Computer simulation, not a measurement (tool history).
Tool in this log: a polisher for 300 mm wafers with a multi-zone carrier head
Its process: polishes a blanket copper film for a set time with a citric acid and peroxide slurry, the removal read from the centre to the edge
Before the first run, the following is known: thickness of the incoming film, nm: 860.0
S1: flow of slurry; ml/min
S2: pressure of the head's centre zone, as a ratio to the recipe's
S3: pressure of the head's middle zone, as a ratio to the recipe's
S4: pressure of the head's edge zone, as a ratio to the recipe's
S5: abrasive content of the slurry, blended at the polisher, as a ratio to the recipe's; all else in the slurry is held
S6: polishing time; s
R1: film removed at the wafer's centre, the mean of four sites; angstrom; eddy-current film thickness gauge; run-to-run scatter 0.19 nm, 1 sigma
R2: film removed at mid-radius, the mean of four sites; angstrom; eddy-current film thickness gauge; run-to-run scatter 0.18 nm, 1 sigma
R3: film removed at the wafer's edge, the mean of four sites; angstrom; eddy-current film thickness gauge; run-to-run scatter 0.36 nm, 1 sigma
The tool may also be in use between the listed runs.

run,hour,S1,S2,S3,S4,S5,S6,R1,R2,R3
1,0.0,160,1.00,1.00,1.00,1.00,43,529.05,519.22,541.71
2,7.6,160,0.92,1.00,1.00,1.00,43,488.85,518.20,541.87
3,12.0,145,0.89,0.99,0.95,0.85,37,387.77,429.18,429.48
4,13.0,165,0.89,0.99,0.95,0.85,37,399.60,433.53,440.90
5,18.6,165,0.92,0.99,0.95,0.85,37,413.73,437.86,441.35
6,26.2,145,0.88,0.96,0.93,0.75,33,338.16,366.59,377.39
7,33.9,130,0.86,0.95,0.90,0.65,31,292.76,322.62,336.53

Run 8 is up next; what results do you expect?
8,36.1,120,0.85,0.95,0.87,0.60,30,?,?,?

{"run 8": {"R1": 272.69, "R2": 301.14, "R3": 314.82}}

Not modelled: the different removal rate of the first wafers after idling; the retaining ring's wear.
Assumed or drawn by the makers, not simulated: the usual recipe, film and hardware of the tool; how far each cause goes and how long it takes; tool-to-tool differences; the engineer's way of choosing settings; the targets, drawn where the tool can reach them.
